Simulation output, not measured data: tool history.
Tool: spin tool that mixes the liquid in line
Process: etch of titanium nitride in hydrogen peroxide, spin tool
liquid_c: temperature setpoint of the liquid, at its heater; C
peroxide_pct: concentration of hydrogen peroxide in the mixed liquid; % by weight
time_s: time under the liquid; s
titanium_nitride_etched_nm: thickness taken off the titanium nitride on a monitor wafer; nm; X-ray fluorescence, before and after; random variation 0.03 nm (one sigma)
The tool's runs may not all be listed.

{"run": 1, "hour": 0.0, "liquid_c": 54.0, "peroxide_pct": 20.5, "time_s": 65, "titanium_nitride_etched_nm": 2.2093}
{"run": 2, "hour": 4.9, "liquid_c": 47.0, "peroxide_pct": 20.5, "time_s": 65, "titanium_nitride_etched_nm": 1.3382}
{"run": 3, "hour": 12.6, "liquid_c": 49.0, "peroxide_pct": 20.5, "time_s": 65, "titanium_nitride_etched_nm": 1.5324}
{"run": 4, "hour": 16.5, "liquid_c": 49.0, "peroxide_pct": 22.5, "time_s": 65, "titanium_nitride_etched_nm": 1.5656}
{"run": 5, "hour": 22.5, "liquid_c": 49.0, "peroxide_pct": 21.0, "time_s": 65, "titanium_nitride_etched_nm": 1.5581}
{"run": 6, "hour": 28.4, "liquid_c": 50.5, "peroxide_pct": 21.0, "time_s": 65, "titanium_nitride_etched_nm": 1.7491}
{"run": 7, "hour": 32.1, "liquid_c": 52.0, "peroxide_pct": 21.0, "time_s": 65, "titanium_nitride_etched_nm": 1.9136}
{"run": 8, "hour": 32.9, "liquid_c": 52.0, "peroxide_pct": 21.0, "time_s": 65, "titanium_nitride_etched_nm": 1.884}
{"run": 9, "hour": 40.8, "liquid_c": 53.5, "peroxide_pct": 21.0, "time_s": 65, "titanium_nitride_etched_nm": 2.132}
{"run": 10, "hour": 41.8, "liquid_c": 54.5, "peroxide_pct": 21.0, "time_s": 65, "titanium_nitride_etched_nm": 2.2624}

Forecast run 11:
{"run": 11, "hour": 49.8, "liquid_c": 54.5, "peroxide_pct": 21.0, "time_s": 65, "titanium_nitride_etched_nm": "?"}

Run 11 gave titanium_nitride_etched_nm 2.3055 nm.
